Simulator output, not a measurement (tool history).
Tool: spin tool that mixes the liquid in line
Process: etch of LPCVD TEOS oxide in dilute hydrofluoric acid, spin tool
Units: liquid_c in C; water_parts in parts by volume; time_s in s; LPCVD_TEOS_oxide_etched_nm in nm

run	hour	liquid_c	water_parts	time_s	LPCVD_TEOS_oxide_etched_nm
1	0.0	23.0	260	325	28.847
2	2.5	25.5	260	325	31.330
3	7.1	25.5	185	325	48.058
4	9.4	23.0	220	325	35.202
5	10.8	21.0	240	325	29.570
6	11.8	20.0	255	325	25.719
7	19.5	19.0	265	325	24.157
8	22.7	19.0	265	325	24.442

Forecast run 9:
9	28.3	18.5	275	325	?

Run 9 gave LPCVD_TEOS_oxide_etched_nm 22.603 nm.

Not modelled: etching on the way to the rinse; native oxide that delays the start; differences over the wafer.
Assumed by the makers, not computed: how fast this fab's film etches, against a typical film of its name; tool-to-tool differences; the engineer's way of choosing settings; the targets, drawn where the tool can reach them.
